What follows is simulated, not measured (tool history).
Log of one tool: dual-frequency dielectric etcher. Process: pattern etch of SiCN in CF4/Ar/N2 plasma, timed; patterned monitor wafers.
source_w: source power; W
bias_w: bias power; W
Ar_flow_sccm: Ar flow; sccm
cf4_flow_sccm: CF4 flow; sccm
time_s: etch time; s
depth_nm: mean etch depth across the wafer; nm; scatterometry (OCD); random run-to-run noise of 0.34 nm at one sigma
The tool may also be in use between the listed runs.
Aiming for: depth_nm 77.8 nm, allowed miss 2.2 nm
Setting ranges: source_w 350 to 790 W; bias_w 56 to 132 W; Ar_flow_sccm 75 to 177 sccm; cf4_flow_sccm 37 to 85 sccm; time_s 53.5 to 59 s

Run 1, hour 0: source_w 570 W, bias_w 94 W, Ar_flow_sccm 126 sccm, cf4_flow_sccm 61 sccm, time_s 59 s. Result: depth_nm 67.078 nm.
Run 2, hour 8.7: source_w 600 W, bias_w 95 W, Ar_flow_sccm 126 sccm, cf4_flow_sccm 61 sccm, time_s 59 s. Result: depth_nm 70.784 nm.
Run 3, hour 14.7: source_w 620 W, bias_w 95 W, Ar_flow_sccm 126 sccm, cf4_flow_sccm 61 sccm, time_s 59 s. Result: depth_nm 72.242 nm.
Run 4, hour 23.1: source_w 630 W, bias_w 95 W, Ar_flow_sccm 126 sccm, cf4_flow_sccm 61 sccm, time_s 59 s. Result: depth_nm 73.084 nm.
Run 5, hour 24.1: source_w 630 W, bias_w 87 W, Ar_flow_sccm 126 sccm, cf4_flow_sccm 61 sccm, time_s 59 s. Result: depth_nm 70.801 nm.
Run 6, hour 26: source_w 630 W, bias_w 87 W, Ar_flow_sccm 126 sccm, cf4_flow_sccm 66 sccm, time_s 59 s. Result: depth_nm 70.772 nm.
At hour 32.2: Ar flow controller replaced.
Run 7, hour 32.2: source_w 630 W, bias_w 87 W, Ar_flow_sccm 126 sccm, cf4_flow_sccm 66 sccm, time_s 59 s. Result: depth_nm 72.162 nm.
Run 8, hour 32.7: source_w 640 W, bias_w 87 W, Ar_flow_sccm 126 sccm, cf4_flow_sccm 66 sccm, time_s 59 s. Result: depth_nm 73.492 nm.
Run 9, hour 37.6: source_w 640 W, bias_w 87 W, Ar_flow_sccm 126 sccm, cf4_flow_sccm 66 sccm, time_s 59 s. Result: depth_nm 72.69 nm.
Run 10, hour 42.6: source_w 650 W, bias_w 87 W, Ar_flow_sccm 126 sccm, cf4_flow_sccm 66 sccm, time_s 59 s. Result: depth_nm 73.905 nm.
Run 11, hour 47.5: source_w 660 W, bias_w 87 W, Ar_flow_sccm 126 sccm, cf4_flow_sccm 66 sccm, time_s 59 s. Result: depth_nm 75.514 nm.

Of the 5 settings listed for the next run, only one would bring every result within its allowed miss of target. Which one?
Run A, hour 52.4: source_w 700 W, bias_w 89 W, Ar_flow_sccm 133 sccm, cf4_flow_sccm 67 sccm, time_s 54.5 s. Result: depth_nm ?.
Run B, hour 52.4: source_w 660 W, bias_w 86 W, Ar_flow_sccm 118 sccm, cf4_flow_sccm 63 sccm, time_s 58 s. Result: depth_nm ?.
Run C, hour 52.4: source_w 660 W, bias_w 86 W, Ar_flow_sccm 120 sccm, cf4_flow_sccm 71 sccm, time_s 57.5 s. Result: depth_nm ?.
Run D, hour 52.4: source_w 690 W, bias_w 90 W, Ar_flow_sccm 118 sccm, cf4_flow_sccm 66 sccm, time_s 57 s. Result: depth_nm ?.
Run E, hour 52.4: source_w 660 W, bias_w 90 W, Ar_flow_sccm 121 sccm, cf4_flow_sccm 66 sccm, time_s 54.5 s. Result: depth_nm ?.

move  depth_nm
   A    72.743
   B    73.024
   C    73.753
   D    76.574
   E    70.329
A: its largest miss is bigger than the last run's
B: its largest miss is bigger than the last run's
C: its largest miss is bigger than the last run's
D: each result inside its tolerance
E: its largest miss is bigger than the last run's
Correct choice: D, which meets every target
